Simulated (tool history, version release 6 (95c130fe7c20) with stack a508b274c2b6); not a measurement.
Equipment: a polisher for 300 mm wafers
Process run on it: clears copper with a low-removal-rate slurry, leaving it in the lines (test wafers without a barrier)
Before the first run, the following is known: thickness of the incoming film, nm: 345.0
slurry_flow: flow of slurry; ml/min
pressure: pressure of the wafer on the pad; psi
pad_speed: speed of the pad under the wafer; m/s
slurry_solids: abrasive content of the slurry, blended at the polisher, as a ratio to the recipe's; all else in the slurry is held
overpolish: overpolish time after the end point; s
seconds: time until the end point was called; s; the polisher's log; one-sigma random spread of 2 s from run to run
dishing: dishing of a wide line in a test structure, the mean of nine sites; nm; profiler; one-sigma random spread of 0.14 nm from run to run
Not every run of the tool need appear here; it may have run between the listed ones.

| run | day | slurry_flow | pressure | pad_speed | slurry_solids | overpolish | seconds | dishing |
|---|---|---|---|---|---|---|---|---|
| 1 | 0 | 250 | 2.2 | 1.12 | 1 | 24 | 165.43 | 24.114 |
| 2 | 0.233 | 250 | 2 | 1.14 | 1 | 22 | 176.11 | 22.241 |
| 3 | 0.288 | 250 | 1.5 | 1.14 | 1 | 22 | 216.86 | 19.51 |
| 4 | 0.442 | 250 | 1.4 | 1.16 | 1 | 20 | 226.98 | 17.565 |
| 5 | 0.629 | 245 | 1.3 | 1.2 | 0.95 | 18 | 235.08 | 15.447 |
| 6 | 0.654 | 245 | 1.3 | 1.2 | 0.85 | 18 | 239.67 | 15.497 |
| 7 | 0.833 | 230 | 1.3 | 1.24 | 0.8 | 16 | 245.41 | 13.934 |
| 8 | 0.933 | 220 | 1.3 | 1.26 | 0.75 | 15 | 245.59 | 12.933 |
| 9 | 1.146 | 220 | 1.3 | 1.26 | 0.7 | 14 | 250.41 | 12.275 |

Predict the results of run 10:
| 10 | 1.354 | 220 | 1.3 | 1.26 | 0.65 | 13 | ? | ? |

seconds: 253.58 s
dishing: 11.044 nm
